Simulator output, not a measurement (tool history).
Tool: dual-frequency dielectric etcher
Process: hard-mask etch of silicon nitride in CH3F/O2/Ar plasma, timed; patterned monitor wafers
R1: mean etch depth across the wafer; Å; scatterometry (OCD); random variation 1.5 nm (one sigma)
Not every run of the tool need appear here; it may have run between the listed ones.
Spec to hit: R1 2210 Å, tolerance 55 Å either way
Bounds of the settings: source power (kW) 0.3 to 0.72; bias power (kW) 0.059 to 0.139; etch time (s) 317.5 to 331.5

run 1 hour=0 | source_power_(kW)=0.51 bias_power_(kW)=0.099 etch_time_(s)=317.5 | R1=2645.8
run 2 hour=6.5 | source_power_(kW)=0.54 bias_power_(kW)=0.099 etch_time_(s)=317.5 | R1=2688.6
run 3 hour=14.3 | source_power_(kW)=0.54 bias_power_(kW)=0.11 etch_time_(s)=317.5 | R1=2879.7
run 4 hour=21.3 | source_power_(kW)=0.51 bias_power_(kW)=0.107 etch_time_(s)=317.5 | R1=2778.6
run 5 hour=22.1 | source_power_(kW)=0.49 bias_power_(kW)=0.103 etch_time_(s)=317.5 | R1=2655.3
run 6 hour=26.8 | source_power_(kW)=0.47 bias_power_(kW)=0.101 etch_time_(s)=317.5 | R1=2616.8
run 7 hour=27.7 | source_power_(kW)=0.47 bias_power_(kW)=0.101 etch_time_(s)=317.5 | R1=2626.6
run 8 hour=28.9 | source_power_(kW)=0.45 bias_power_(kW)=0.098 etch_time_(s)=317.5 | R1=2538
run 9 hour=37.9 | source_power_(kW)=0.43 bias_power_(kW)=0.096 etch_time_(s)=317.5 | R1=2438.5
run 10 hour=43.4 | source_power_(kW)=0.42 bias_power_(kW)=0.095 etch_time_(s)=317.5 | R1=2409.8
run 11 hour=49 | source_power_(kW)=0.41 bias_power_(kW)=0.094 etch_time_(s)=317.5 | R1=2397.4
run 12 hour=53.1 | source_power_(kW)=0.4 bias_power_(kW)=0.093 etch_time_(s)=317.5 | R1=2382.8
run 13 hour=60.9 | source_power_(kW)=0.39 bias_power_(kW)=0.092 etch_time_(s)=317.5 | R1=2310.2
run 14 hour=69.6 | source_power_(kW)=0.38 bias_power_(kW)=0.092 etch_time_(s)=317.5 | R1=2291

Next run, 5 choices. One meets every target within its allowed miss, the rest don't. Which?
run A hour=78.3 | source_power_(kW)=0.4 bias_power_(kW)=0.086 etch_time_(s)=325 | R1=?
run B hour=78.3 | source_power_(kW)=0.43 bias_power_(kW)=0.088 etch_time_(s)=327.5 | R1=?
run C hour=78.3 | source_power_(kW)=0.44 bias_power_(kW)=0.091 etch_time_(s)=319 | R1=?
run D hour=78.3 | source_power_(kW)=0.35 bias_power_(kW)=0.085 etch_time_(s)=328.5 | R1=?
run E hour=78.3 | source_power_(kW)=0.37 bias_power_(kW)=0.095 etch_time_(s)=318.5 | R1=?

move=A R1=2307.5
move=B R1=2410.7
move=C R1=2412.2
move=D R1=2224.1
move=E R1=2342.7
A: the biggest miss grows against the last run
B: the biggest miss grows against the last run
C: the biggest miss grows against the last run
D: all results land within tolerance of their targets
E: the biggest miss grows against the last run
Move D is the one to make.
